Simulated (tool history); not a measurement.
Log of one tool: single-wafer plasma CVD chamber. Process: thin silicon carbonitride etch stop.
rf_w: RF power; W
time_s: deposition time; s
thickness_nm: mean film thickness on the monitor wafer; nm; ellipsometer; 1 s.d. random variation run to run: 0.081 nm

Run 1, day 0: rf_w 220 W, time_s 25.9 s. Result: thickness_nm 16.653 nm.
Run 2, day 0.262: rf_w 190 W, time_s 25.9 s. Result: thickness_nm 16.021 nm.
Run 3, day 0.475: rf_w 190 W, time_s 29.3 s. Result: thickness_nm 18.239 nm.
Run 4, day 0.8: rf_w 160 W, time_s 29.3 s. Result: thickness_nm 17.41 nm.
Run 5, day 1.038: rf_w 160 W, time_s 32.1 s. Result: thickness_nm 18.955 nm.
Run 6, day 1.367: rf_w 180 W, time_s 32.4 s. Result: thickness_nm 19.863 nm.

The next listed run, before its measurement:
Run 7, day 1.721: rf_w 195 W, time_s 32.6 s. Result: thickness_nm ?.

thickness_nm: 20.265 nm
